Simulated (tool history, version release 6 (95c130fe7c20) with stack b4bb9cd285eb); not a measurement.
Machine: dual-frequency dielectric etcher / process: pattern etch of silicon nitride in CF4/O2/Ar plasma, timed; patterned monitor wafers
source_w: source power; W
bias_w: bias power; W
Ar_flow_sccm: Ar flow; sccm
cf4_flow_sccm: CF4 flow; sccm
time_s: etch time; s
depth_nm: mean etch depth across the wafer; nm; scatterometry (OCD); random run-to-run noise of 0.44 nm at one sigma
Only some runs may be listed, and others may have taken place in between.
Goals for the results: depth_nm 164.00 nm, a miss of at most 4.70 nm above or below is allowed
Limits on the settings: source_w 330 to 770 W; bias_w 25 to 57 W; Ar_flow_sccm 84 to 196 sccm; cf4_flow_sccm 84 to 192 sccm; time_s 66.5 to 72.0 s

Run 1, hour 0.0: source_w 550 W, bias_w 41 W, Ar_flow_sccm 140 sccm, cf4_flow_sccm 138 sccm, time_s 72.0 s. Result: depth_nm 139.41 nm.
Run 2, hour 8.3: source_w 550 W, bias_w 41 W, Ar_flow_sccm 140 sccm, cf4_flow_sccm 150 sccm, time_s 72.0 s. Result: depth_nm 141.56 nm.
Run 3, hour 9.2: source_w 570 W, bias_w 41 W, Ar_flow_sccm 140 sccm, cf4_flow_sccm 150 sccm, time_s 72.0 s. Result: depth_nm 143.76 nm.
Run 4, hour 14.1: source_w 570 W, bias_w 41 W, Ar_flow_sccm 140 sccm, cf4_flow_sccm 150 sccm, time_s 66.5 s. Result: depth_nm 132.82 nm.
Run 5, hour 16.0: source_w 570 W, bias_w 41 W, Ar_flow_sccm 140 sccm, cf4_flow_sccm 137 sccm, time_s 66.5 s. Result: depth_nm 130.64 nm.
Run 6, hour 23.8: source_w 570 W, bias_w 41 W, Ar_flow_sccm 123 sccm, cf4_flow_sccm 137 sccm, time_s 66.5 s. Result: depth_nm 134.75 nm.
Run 7, hour 30.1: source_w 680 W, bias_w 43 W, Ar_flow_sccm 121 sccm, cf4_flow_sccm 138 sccm, time_s 66.5 s. Result: depth_nm 149.94 nm.
Run 8, hour 38.0: source_w 690 W, bias_w 43 W, Ar_flow_sccm 120 sccm, cf4_flow_sccm 139 sccm, time_s 66.5 s. Result: depth_nm 151.02 nm.
Run 9, hour 40.2: source_w 700 W, bias_w 43 W, Ar_flow_sccm 119 sccm, cf4_flow_sccm 140 sccm, time_s 66.5 s. Result: depth_nm 153.15 nm.
Run 10, hour 42.2: source_w 710 W, bias_w 43 W, Ar_flow_sccm 119 sccm, cf4_flow_sccm 140 sccm, time_s 66.5 s. Result: depth_nm 154.41 nm.
Run 11, hour 49.1: source_w 720 W, bias_w 43 W, Ar_flow_sccm 119 sccm, cf4_flow_sccm 140 sccm, time_s 66.5 s. Result: depth_nm 155.54 nm.

Which one of the following 5 next-run settings gets every result inside its allowed miss? There is exactly one.
Run A, hour 56.0: source_w 690 W, bias_w 43 W, Ar_flow_sccm 128 sccm, cf4_flow_sccm 118 sccm, time_s 68.5 s. Result: depth_nm ?.
Run B, hour 56.0: source_w 670 W, bias_w 41 W, Ar_flow_sccm 132 sccm, cf4_flow_sccm 128 sccm, time_s 71.0 s. Result: depth_nm ?.
Run C, hour 56.0: source_w 770 W, bias_w 40 W, Ar_flow_sccm 113 sccm, cf4_flow_sccm 129 sccm, time_s 69.0 s. Result: depth_nm ?.
Run D, hour 56.0: source_w 650 W, bias_w 35 W, Ar_flow_sccm 84 sccm, cf4_flow_sccm 116 sccm, time_s 69.0 s. Result: depth_nm ?.
Run E, hour 56.0: source_w 690 W, bias_w 42 W, Ar_flow_sccm 123 sccm, cf4_flow_sccm 132 sccm, time_s 66.5 s. Result: depth_nm ?.

move  depth_nm
   A    150.36
   B    152.11
   C    163.88
   D    152.46
   E    148.53
A: further off than the last run
B: further off than the last run
C: every result within its allowed miss
D: further off than the last run
E: further off than the last run
The move that meets every target is C.

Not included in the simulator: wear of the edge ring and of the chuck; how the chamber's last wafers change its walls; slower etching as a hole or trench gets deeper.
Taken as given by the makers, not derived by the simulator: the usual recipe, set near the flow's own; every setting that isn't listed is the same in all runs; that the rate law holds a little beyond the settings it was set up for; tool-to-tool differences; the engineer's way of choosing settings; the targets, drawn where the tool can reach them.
